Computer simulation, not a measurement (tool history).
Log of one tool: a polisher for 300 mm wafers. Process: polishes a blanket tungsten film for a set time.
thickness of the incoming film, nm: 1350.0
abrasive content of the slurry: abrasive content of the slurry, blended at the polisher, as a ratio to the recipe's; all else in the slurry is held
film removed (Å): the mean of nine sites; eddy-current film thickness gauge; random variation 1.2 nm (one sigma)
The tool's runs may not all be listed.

run	hour	flow of slurry (ml/min)	pressure of the wafer on the pad (psi)	speed of the pad under the wafer (m/s)	abrasive content of the slurry	polishing time (s)	film removed (Å)
1	0.0	310	2.6	1.32	1.0	34	1490.4
2	2.9	370	2.6	1.32	1.0	34	1487.7
3	5.0	370	3.0	1.32	1.0	34	1699.9
4	7.5	370	3.0	1.32	1.2	34	1757.7
5	15.0	370	2.8	1.32	1.2	34	1650.2
6	19.2	370	2.6	1.32	1.2	34	1553.1
7	23.5	370	2.5	1.32	1.2	34	1508.6

Forecast run 8:
8	31.5	365	2.0	1.32	1.2	34	?

film removed (Å): 1215.2
